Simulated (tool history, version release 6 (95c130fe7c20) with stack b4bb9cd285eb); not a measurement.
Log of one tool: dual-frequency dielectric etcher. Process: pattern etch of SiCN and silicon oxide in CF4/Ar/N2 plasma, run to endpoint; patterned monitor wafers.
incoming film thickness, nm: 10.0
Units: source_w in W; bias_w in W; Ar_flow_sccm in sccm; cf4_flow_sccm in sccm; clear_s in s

run  hour  source_w  bias_w  Ar_flow_sccm  cf4_flow_sccm  clear_s
  1   0.0       430      73            98             60   12.407
  2   6.6       430      73            98             55   12.376
  3   7.9       430      65            98             55   12.917
  4  15.8       430      65            98             59   12.796
  5  24.7       430      65            98             65   12.702
  6  27.8       430      65           107             65   12.805
  7  29.6       380      64           107             65   14.920

The next listed run, before its measurement:
  8  34.6       390      64           107             65        ?

Run 8 gave clear_s 14.454 s.

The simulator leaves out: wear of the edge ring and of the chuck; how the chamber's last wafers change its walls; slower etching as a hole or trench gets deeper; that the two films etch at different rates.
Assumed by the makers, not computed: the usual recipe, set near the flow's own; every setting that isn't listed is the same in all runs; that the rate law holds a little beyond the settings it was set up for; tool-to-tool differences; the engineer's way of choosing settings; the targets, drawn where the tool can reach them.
